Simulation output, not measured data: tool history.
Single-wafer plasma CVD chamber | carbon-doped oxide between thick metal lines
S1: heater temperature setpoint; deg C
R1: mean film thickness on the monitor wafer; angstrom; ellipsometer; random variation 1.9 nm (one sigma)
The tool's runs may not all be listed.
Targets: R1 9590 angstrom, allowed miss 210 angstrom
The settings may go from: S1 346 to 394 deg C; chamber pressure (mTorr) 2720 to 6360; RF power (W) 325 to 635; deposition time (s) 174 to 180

run 1 hour=0 | S1=370 chamber_pressure_(mTorr)=4540 RF_power_(W)=480 deposition_time_(s)=174 | R1=8244.8
run 2 hour=8.4 | S1=370 chamber_pressure_(mTorr)=4540 RF_power_(W)=480 deposition_time_(s)=174 | R1=8256.9
run 3 hour=9 | S1=369 chamber_pressure_(mTorr)=4740 RF_power_(W)=495 deposition_time_(s)=174 | R1=8525.7
run 4 hour=17.9 | S1=369 chamber_pressure_(mTorr)=4090 RF_power_(W)=495 deposition_time_(s)=174 | R1=8263.4
run 5 hour=26 | S1=369 chamber_pressure_(mTorr)=4090 RF_power_(W)=430 deposition_time_(s)=174 | R1=7400.6
run 6 hour=32.7 | S1=377 chamber_pressure_(mTorr)=4090 RF_power_(W)=430 deposition_time_(s)=174 | R1=7273.1
run 7 hour=34.9 | S1=376 chamber_pressure_(mTorr)=4500 RF_power_(W)=450 deposition_time_(s)=174 | R1=7733.7
run 8 hour=40.4 | S1=375 chamber_pressure_(mTorr)=4830 RF_power_(W)=465 deposition_time_(s)=174 | R1=8086.1
run 9 hour=47.7 | S1=374 chamber_pressure_(mTorr)=5120 RF_power_(W)=475 deposition_time_(s)=174 | R1=8298.2
run 10 hour=50.2 | S1=373 chamber_pressure_(mTorr)=5340 RF_power_(W)=485 deposition_time_(s)=174 | R1=8551.4
run 11 hour=57.5 | S1=372 chamber_pressure_(mTorr)=5530 RF_power_(W)=495 deposition_time_(s)=174 | R1=8710.5
run 12 hour=59.3 | S1=372 chamber_pressure_(mTorr)=5670 RF_power_(W)=505 deposition_time_(s)=174 | R1=8853.9
run 13 hour=66.3 | S1=372 chamber_pressure_(mTorr)=5670 RF_power_(W)=505 deposition_time_(s)=174 | R1=8851.6
run 14 hour=67.8 | S1=371 chamber_pressure_(mTorr)=5800 RF_power_(W)=510 deposition_time_(s)=174 | R1=8965.2
run 15 hour=71.3 | S1=371 chamber_pressure_(mTorr)=5890 RF_power_(W)=515 deposition_time_(s)=174 | R1=9082.8
run 16 hour=80 | S1=370 chamber_pressure_(mTorr)=5980 RF_power_(W)=520 deposition_time_(s)=174 | R1=9114
run 17 hour=84.8 | S1=370 chamber_pressure_(mTorr)=6010 RF_power_(W)=525 deposition_time_(s)=174 | R1=9231.5
run 18 hour=90.9 | S1=370 chamber_pressure_(mTorr)=6070 RF_power_(W)=530 deposition_time_(s)=174 | R1=9272.6
run 19 hour=97.2 | S1=370 chamber_pressure_(mTorr)=6120 RF_power_(W)=535 deposition_time_(s)=174 | R1=9375.7
run 20 hour=102.7 | S1=370 chamber_pressure_(mTorr)=6160 RF_power_(W)=535 deposition_time_(s)=174 | R1=9360.7

4 next moves are on the table. One of them brings every result within its allowed miss. Which?
run A hour=108.2 | S1=370 chamber_pressure_(mTorr)=6270 RF_power_(W)=525 deposition_time_(s)=174 | R1=?
run B hour=108.2 | S1=372 chamber_pressure_(mTorr)=6360 RF_power_(W)=575 deposition_time_(s)=176 | R1=?
run C hour=108.2 | S1=368 chamber_pressure_(mTorr)=5850 RF_power_(W)=545 deposition_time_(s)=177 | R1=?
run D hour=108.2 | S1=371 chamber_pressure_(mTorr)=5950 RF_power_(W)=520 deposition_time_(s)=174 | R1=?

move=A R1=9245.5
move=B R1=9917.4
move=C R1=9624.8
move=D R1=9114.4
A: further off than the last run
B: takes the result that was furthest off past its target
C: meets every target
D: further off than the last run
Move C is the one to make.

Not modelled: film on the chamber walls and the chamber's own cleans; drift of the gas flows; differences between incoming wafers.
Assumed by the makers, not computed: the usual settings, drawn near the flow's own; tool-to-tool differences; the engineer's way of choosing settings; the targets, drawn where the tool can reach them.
